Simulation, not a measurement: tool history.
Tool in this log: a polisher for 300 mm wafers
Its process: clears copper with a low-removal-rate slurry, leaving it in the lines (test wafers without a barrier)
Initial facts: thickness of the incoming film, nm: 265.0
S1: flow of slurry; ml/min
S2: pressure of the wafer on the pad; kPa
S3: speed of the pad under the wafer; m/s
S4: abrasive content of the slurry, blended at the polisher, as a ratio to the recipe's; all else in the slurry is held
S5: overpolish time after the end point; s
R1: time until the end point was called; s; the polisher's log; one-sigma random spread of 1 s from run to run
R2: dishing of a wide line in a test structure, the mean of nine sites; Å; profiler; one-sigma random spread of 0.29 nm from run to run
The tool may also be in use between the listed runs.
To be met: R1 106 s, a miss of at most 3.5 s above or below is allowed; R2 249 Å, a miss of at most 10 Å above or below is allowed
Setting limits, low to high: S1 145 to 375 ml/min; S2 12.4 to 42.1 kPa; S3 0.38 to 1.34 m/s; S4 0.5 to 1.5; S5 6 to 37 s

{"run": 1, "hour": 0.0, "S1": 240, "S2": 26.9, "S3": 0.86, "S4": 1, "S5": 19, "R1": 85.454, "R2": 433.62}
{"run": 2, "hour": 7.0, "S1": 265, "S2": 26.9, "S3": 0.86, "S4": 1, "S5": 19, "R1": 83.905, "R2": 439.65}
{"run": 3, "hour": 10.2, "S1": 265, "S2": 22.1, "S3": 0.86, "S4": 1, "S5": 19, "R1": 99.533, "R2": 374.06}
{"run": 4, "hour": 14.1, "S1": 270, "S2": 22.1, "S3": 0.86, "S4": 1, "S5": 18, "R1": 98.953, "R2": 355.98}
{"run": 5, "hour": 18.4, "S1": 270, "S2": 22.1, "S3": 0.86, "S4": 1, "S5": 25, "R1": 99.126, "R2": 485.21}
{"run": 6, "hour": 23.2, "S1": 275, "S2": 22.1, "S3": 0.86, "S4": 1, "S5": 24, "R1": 97.993, "R2": 467.85}
{"run": 7, "hour": 31.3, "S1": 280, "S2": 21.4, "S3": 0.86, "S4": 1, "S5": 23, "R1": 100.86, "R2": 438.58}
{"run": 8, "hour": 36.2, "S1": 285, "S2": 21.4, "S3": 0.86, "S4": 1, "S5": 22, "R1": 99.967, "R2": 417.74}
{"run": 9, "hour": 40.9, "S1": 290, "S2": 21.4, "S3": 0.86, "S4": 1, "S5": 21, "R1": 102.14, "R2": 399.4}
{"run": 10, "hour": 41.8, "S1": 290, "S2": 21.4, "S3": 0.86, "S4": 1, "S5": 20, "R1": 99.618, "R2": 392.01}
{"run": 11, "hour": 43.6, "S1": 290, "S2": 21.4, "S3": 0.86, "S4": 1, "S5": 19, "R1": 100.04, "R2": 368.18}
{"run": 12, "hour": 47.8, "S1": 290, "S2": 21.4, "S3": 0.86, "S4": 1, "S5": 18, "R1": 99.655, "R2": 351.53}
{"run": 13, "hour": 48.9, "S1": 305, "S2": 18.6, "S3": 0.86, "S4": 1, "S5": 11, "R1": 112.32, "R2": 203.6}
{"run": 14, "hour": 57.4, "S1": 295, "S2": 20, "S3": 0.86, "S4": 1, "S5": 12, "R1": 106.44, "R2": 236.66}

4 next moves are on the table. One of them brings every result within its allowed miss. Which?
{"run": "A", "hour": 65.9, "S1": 310, "S2": 20, "S3": 0.86, "S4": 1, "S5": 14, "R1": "?", "R2": "?"}
{"run": "B", "hour": 65.9, "S1": 325, "S2": 19.3, "S3": 0.94, "S4": 1, "S5": 12, "R1": "?", "R2": "?"}
{"run": "C", "hour": 65.9, "S1": 360, "S2": 15.9, "S3": 1, "S4": 1.05, "S5": 13, "R1": "?", "R2": "?"}
{"run": "D", "hour": 65.9, "S1": 325, "S2": 26.2, "S3": 0.7, "S4": 0.9, "S5": 14, "R1": "?", "R2": "?"}

move=A R1=105.37 R2=270.28
move=B R1=98.901 R2=248.59
move=C R1=106.39 R2=248.77
move=D R1=104.61 R2=274.17
A: carries the result that was furthest off beyond its target, to the other side
B: puts the biggest miss on target and leaves a different result outside tolerance
C: all results land within tolerance of their targets
D: carries the result that was furthest off beyond its target, to the other side
C meets every target.

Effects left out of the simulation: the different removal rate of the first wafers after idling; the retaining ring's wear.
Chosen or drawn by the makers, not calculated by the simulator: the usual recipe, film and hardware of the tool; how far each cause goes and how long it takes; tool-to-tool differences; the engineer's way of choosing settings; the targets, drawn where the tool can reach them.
